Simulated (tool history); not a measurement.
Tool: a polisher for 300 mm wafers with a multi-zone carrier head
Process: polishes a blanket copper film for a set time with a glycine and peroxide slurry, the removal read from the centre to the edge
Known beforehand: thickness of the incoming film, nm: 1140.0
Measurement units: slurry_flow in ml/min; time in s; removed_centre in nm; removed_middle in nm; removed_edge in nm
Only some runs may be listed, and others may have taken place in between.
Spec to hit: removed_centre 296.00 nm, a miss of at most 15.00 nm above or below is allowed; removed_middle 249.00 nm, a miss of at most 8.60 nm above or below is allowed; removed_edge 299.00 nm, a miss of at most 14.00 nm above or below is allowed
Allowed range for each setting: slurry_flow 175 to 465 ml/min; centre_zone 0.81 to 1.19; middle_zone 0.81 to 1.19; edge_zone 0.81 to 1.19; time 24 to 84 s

{"run": 1, "day": 0.0, "slurry_flow": 295, "centre_zone": 1.0, "middle_zone": 1.0, "edge_zone": 1.0, "time": 54, "removed_centre": 214.65, "removed_middle": 233.91, "removed_edge": 224.81}
{"run": 2, "day": 0.275, "slurry_flow": 295, "centre_zone": 1.03, "middle_zone": 0.95, "edge_zone": 1.05, "time": 57, "removed_centre": 242.28, "removed_middle": 233.45, "removed_edge": 246.18}
{"run": 3, "day": 0.575, "slurry_flow": 295, "centre_zone": 1.03, "middle_zone": 0.95, "edge_zone": 0.98, "time": 57, "removed_centre": 239.67, "removed_middle": 232.23, "removed_edge": 236.57}
{"run": 4, "day": 0.904, "slurry_flow": 295, "centre_zone": 1.03, "middle_zone": 0.95, "edge_zone": 1.05, "time": 57, "removed_centre": 246.53, "removed_middle": 231.71, "removed_edge": 241.26}
{"run": 5, "day": 1.104, "slurry_flow": 290, "centre_zone": 1.01, "middle_zone": 0.92, "edge_zone": 1.08, "time": 60, "removed_centre": 246.73, "removed_middle": 236.84, "removed_edge": 254.56}
{"run": 6, "day": 1.183, "slurry_flow": 290, "centre_zone": 1.01, "middle_zone": 0.92, "edge_zone": 1.08, "time": 69, "removed_centre": 281.36, "removed_middle": 269.2, "removed_edge": 295.19}
{"run": 7, "day": 1.267, "slurry_flow": 285, "centre_zone": 1.02, "middle_zone": 0.9, "edge_zone": 1.09, "time": 69, "removed_centre": 289.96, "removed_middle": 268.42, "removed_edge": 298.75}
{"run": 8, "day": 1.354, "slurry_flow": 285, "centre_zone": 1.02, "middle_zone": 0.9, "edge_zone": 1.09, "time": 69, "removed_centre": 286.33, "removed_middle": 266.03, "removed_edge": 293.71}
{"run": 9, "day": 1.492, "slurry_flow": 285, "centre_zone": 1.02, "middle_zone": 0.88, "edge_zone": 1.11, "time": 69, "removed_centre": 284.56, "removed_middle": 259.53, "removed_edge": 301.31}
{"run": 10, "day": 1.617, "slurry_flow": 285, "centre_zone": 1.03, "middle_zone": 0.87, "edge_zone": 1.1, "time": 69, "removed_centre": 298.76, "removed_middle": 261.99, "removed_edge": 301.31}

Exactly one of the 5 candidate moves below puts every result within its allowed miss. Which one?
{"run": "A", "day": 1.742, "slurry_flow": 365, "centre_zone": 1.1, "middle_zone": 0.94, "edge_zone": 1.12, "time": 65, "removed_centre": "?", "removed_middle": "?", "removed_edge": "?"}
{"run": "B", "day": 1.742, "slurry_flow": 350, "centre_zone": 1.07, "middle_zone": 0.85, "edge_zone": 1.17, "time": 66, "removed_centre": "?", "removed_middle": "?", "removed_edge": "?"}
{"run": "C", "day": 1.742, "slurry_flow": 200, "centre_zone": 1.03, "middle_zone": 0.95, "edge_zone": 1.01, "time": 75, "removed_centre": "?", "removed_middle": "?", "removed_edge": "?"}
{"run": "D", "day": 1.742, "slurry_flow": 250, "centre_zone": 1.04, "middle_zone": 0.89, "edge_zone": 1.09, "time": 72, "removed_centre": "?", "removed_middle": "?", "removed_edge": "?"}
{"run": "E", "day": 1.742, "slurry_flow": 310, "centre_zone": 1.07, "middle_zone": 0.88, "edge_zone": 0.99, "time": 75, "removed_centre": "?", "removed_middle": "?", "removed_edge": "?"}

move=A removed_centre=301.37 removed_middle=265.33 removed_edge=284.95
move=B removed_centre=296.28 removed_middle=247.02 removed_edge=295.14
move=C removed_centre=302.33 removed_middle=289.20 removed_edge=297.83
move=D removed_centre=302.70 removed_middle=270.73 removed_edge=303.08
move=E removed_centre=332.74 removed_middle=285.80 removed_edge=307.20
A: moves away from the targets compared with the last run
B: each result inside its tolerance
C: moves away from the targets compared with the last run
D: moves away from the targets compared with the last run
E: moves away from the targets compared with the last run
Go with B: it meets all targets.
